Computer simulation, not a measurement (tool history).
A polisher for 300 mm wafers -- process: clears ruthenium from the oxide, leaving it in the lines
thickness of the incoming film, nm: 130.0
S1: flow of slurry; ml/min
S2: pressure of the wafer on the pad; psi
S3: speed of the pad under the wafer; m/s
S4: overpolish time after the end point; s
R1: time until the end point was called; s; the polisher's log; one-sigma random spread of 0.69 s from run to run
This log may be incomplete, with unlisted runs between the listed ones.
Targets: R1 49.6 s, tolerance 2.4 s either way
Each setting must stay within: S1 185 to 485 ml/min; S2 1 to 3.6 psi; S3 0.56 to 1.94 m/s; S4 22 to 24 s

{"run": 1, "hour": 0.0, "S1": 310, "S2": 2.3, "S3": 1.24, "S4": 22, "R1": 85.26}
{"run": 2, "hour": 4.9, "S1": 310, "S2": 2.3, "S3": 1.24, "S4": 24, "R1": 85.13}
{"run": 3, "hour": 8.7, "S1": 255, "S2": 2.3, "S3": 1.24, "S4": 24, "R1": 88.007}
{"run": 4, "hour": 16.3, "S1": 260, "S2": 2.5, "S3": 1.26, "S4": 24, "R1": 79.124}
{"run": 5, "hour": 22.0, "S1": 260, "S2": 2.2, "S3": 1.26, "S4": 24, "R1": 88.548}
{"run": 6, "hour": 28.0, "S1": 300, "S2": 2.2, "S3": 1.26, "S4": 24, "R1": 85.074}
{"run": 7, "hour": 34.2, "S1": 310, "S2": 2.5, "S3": 1.28, "S4": 24, "R1": 75.895}
{"run": 8, "hour": 36.7, "S1": 310, "S2": 2.7, "S3": 1.3, "S4": 24, "R1": 70.492}
{"run": 9, "hour": 39.9, "S1": 310, "S2": 2.9, "S3": 1.32, "S4": 24, "R1": 63.916}
{"run": 10, "hour": 44.3, "S1": 310, "S2": 3, "S3": 1.32, "S4": 24, "R1": 62.356}
{"run": 11, "hour": 50.0, "S1": 310, "S2": 3.1, "S3": 1.32, "S4": 24, "R1": 61.837}
{"run": 12, "hour": 51.6, "S1": 310, "S2": 3.2, "S3": 1.34, "S4": 24, "R1": 60.173}

Pick the move, out of 4, that brings all results within their allowed miss; only one does.
{"run": "A", "hour": 53.2, "S1": 470, "S2": 2.9, "S3": 1.2, "S4": 24, "R1": "?"}
{"run": "B", "hour": 53.2, "S1": 255, "S2": 3.3, "S3": 1.56, "S4": 22, "R1": "?"}
{"run": "C", "hour": 53.2, "S1": 390, "S2": 2.6, "S3": 1.38, "S4": 22, "R1": "?"}
{"run": "D", "hour": 53.2, "S1": 325, "S2": 2.8, "S3": 1.24, "S4": 23, "R1": "?"}

move=A R1=70.928
move=B R1=51.375
move=C R1=68.98
move=D R1=72.705
A: its largest miss is bigger than the last run's
B: in spec on every target
C: its largest miss is bigger than the last run's
D: its largest miss is bigger than the last run's
So the answer is move B, the one that meets all the targets.
